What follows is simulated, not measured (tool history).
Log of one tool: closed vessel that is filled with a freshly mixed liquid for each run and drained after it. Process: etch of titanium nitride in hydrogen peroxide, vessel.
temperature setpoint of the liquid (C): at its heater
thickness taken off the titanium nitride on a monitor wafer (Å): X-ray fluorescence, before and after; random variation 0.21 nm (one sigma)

| run | hour | temperature setpoint of the liquid (C) | concentration of hydrogen peroxide in the mixed liquid (% by weight) | time in the liquid (s) | thickness taken off the titanium nitride on a monitor wafer (Å) |
|---|---|---|---|---|---|
| 1 | 0.0 | 49.0 | 20.5 | 330 | 131.21 |
| 2 | 1.5 | 49.0 | 18.0 | 330 | 128.45 |
| 3 | 9.9 | 53.0 | 18.0 | 330 | 171.88 |
| 4 | 12.1 | 54.0 | 18.0 | 330 | 182.92 |
| 5 | 20.7 | 54.0 | 21.0 | 330 | 190.79 |
| 6 | 26.4 | 54.5 | 21.0 | 330 | 198.33 |

The next listed run, before its measurement:
| 7 | 30.1 | 55.0 | 21.0 | 330 | ? |

{"run 7": {"thickness taken off the titanium nitride on a monitor wafer (Å)": 203.45}}
